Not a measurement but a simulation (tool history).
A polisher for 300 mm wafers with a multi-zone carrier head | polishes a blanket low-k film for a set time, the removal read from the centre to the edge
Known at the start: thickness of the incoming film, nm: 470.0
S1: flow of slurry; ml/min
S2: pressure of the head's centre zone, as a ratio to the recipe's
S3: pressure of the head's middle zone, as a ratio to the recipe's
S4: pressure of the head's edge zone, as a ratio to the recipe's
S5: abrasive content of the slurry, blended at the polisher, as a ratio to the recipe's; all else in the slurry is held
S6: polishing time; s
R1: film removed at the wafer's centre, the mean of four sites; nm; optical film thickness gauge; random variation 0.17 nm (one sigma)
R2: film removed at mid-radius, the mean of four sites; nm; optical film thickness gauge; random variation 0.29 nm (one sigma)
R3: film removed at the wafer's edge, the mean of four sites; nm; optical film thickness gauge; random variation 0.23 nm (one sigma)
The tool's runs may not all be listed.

run,hour,S1,S2,S3,S4,S5,S6,R1,R2,R3
1,0,250,1,1,1,1,56,25.048,25.163,25.186
2,8.7,250,1,1,1.08,1,56,25.043,25.707,25.792
3,13.2,285,1,1,1.08,1,56,25.498,26.253,25.832
4,14.5,235,1,1,1.08,1,56,24.806,24.59,26.092
# hour 15.9: slurry nozzle cleaned
5,15.9,235,1,1,1.14,1,56,26.142,26.475,27.425
6,21.4,235,1,1,1.14,1,69,31.865,32.074,34.163
7,26.8,265,0.97,1.05,1.04,0.75,53,19.969,21.182,20.619

Run 8 comes next. What will it give?
8,35.5,275,0.97,1.06,1.01,0.75,53,?,?,?

{"run 8": {"R1": 20.029, "R2": 21.629, "R3": 20.096}}

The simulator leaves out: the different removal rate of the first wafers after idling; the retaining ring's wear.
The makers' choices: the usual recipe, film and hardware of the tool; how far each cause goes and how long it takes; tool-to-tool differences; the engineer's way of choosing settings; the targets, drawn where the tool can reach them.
